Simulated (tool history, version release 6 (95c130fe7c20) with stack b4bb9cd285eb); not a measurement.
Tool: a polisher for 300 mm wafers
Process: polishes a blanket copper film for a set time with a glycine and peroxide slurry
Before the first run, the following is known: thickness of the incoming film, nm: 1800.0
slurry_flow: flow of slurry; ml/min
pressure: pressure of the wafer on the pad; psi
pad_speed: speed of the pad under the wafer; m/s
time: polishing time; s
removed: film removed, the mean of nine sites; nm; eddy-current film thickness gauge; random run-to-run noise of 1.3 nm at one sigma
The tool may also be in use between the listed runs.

run    day  slurry_flow  pressure  pad_speed  time  removed
  1  0.000          200       2.0       1.28    44   197.01
  2  0.354          200       1.7       1.26    44   172.69
  3  0.379          200       2.0       1.26    44   197.03
  4  0.408          200       1.7       1.24    44   171.06
  5  0.538          200       1.5       1.24    44   157.24
  6  0.662          200       1.5       1.24    44   162.98

Run 7 comes next. What will it give?
  7  0.788          200       1.3       1.20    44        ?

Run 7 yielded removed 141.29 nm.

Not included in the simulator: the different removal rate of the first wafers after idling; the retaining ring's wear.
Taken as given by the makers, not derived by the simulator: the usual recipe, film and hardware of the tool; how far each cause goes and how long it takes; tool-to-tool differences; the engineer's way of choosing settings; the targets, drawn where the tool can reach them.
